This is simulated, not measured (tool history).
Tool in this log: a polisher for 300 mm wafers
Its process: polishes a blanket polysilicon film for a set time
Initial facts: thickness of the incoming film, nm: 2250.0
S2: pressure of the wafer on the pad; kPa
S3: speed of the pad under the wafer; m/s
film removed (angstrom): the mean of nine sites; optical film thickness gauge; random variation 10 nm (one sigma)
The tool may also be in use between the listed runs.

Run 1, hour 0: flow of slurry (ml/min) 150, S2 23.4 kPa, S3 0.82 m/s, polishing time (s) 52. Result: film removed (angstrom) 4678.3.
Run 2, hour 8.6: flow of slurry (ml/min) 150, S2 17.9 kPa, S3 0.82 m/s, polishing time (s) 52. Result: film removed (angstrom) 3683.6.
Run 3, hour 15.1: flow of slurry (ml/min) 150, S2 20.7 kPa, S3 0.84 m/s, polishing time (s) 52. Result: film removed (angstrom) 4219.8.
Run 4, hour 20.3: flow of slurry (ml/min) 150, S2 22.8 kPa, S3 0.84 m/s, polishing time (s) 52. Result: film removed (angstrom) 4663.7.
Run 5, hour 22.8: flow of slurry (ml/min) 150, S2 26.2 kPa, S3 0.84 m/s, polishing time (s) 52. Result: film removed (angstrom) 5234.6.
Run 6, hour 28.6: flow of slurry (ml/min) 150, S2 27.6 kPa, S3 0.84 m/s, polishing time (s) 52. Result: film removed (angstrom) 5515.1.
Run 7, hour 37.6: flow of slurry (ml/min) 150, S2 29 kPa, S3 0.84 m/s, polishing time (s) 52. Result: film removed (angstrom) 5955.1.
Run 8, hour 40.8: flow of slurry (ml/min) 150, S2 29.6 kPa, S3 0.84 m/s, polishing time (s) 52. Result: film removed (angstrom) 5974.8.
Run 9, hour 45.8: flow of slurry (ml/min) 150, S2 30.3 kPa, S3 0.84 m/s, polishing time (s) 52. Result: film removed (angstrom) 6295.8.

Run 10 is up next; what results do you expect?
Run 10, hour 48.2: flow of slurry (ml/min) 150, S2 30.3 kPa, S3 0.84 m/s, polishing time (s) 52. Result: film removed (angstrom) ?.

For run 10 the tool returned film removed (angstrom) 6130.4.
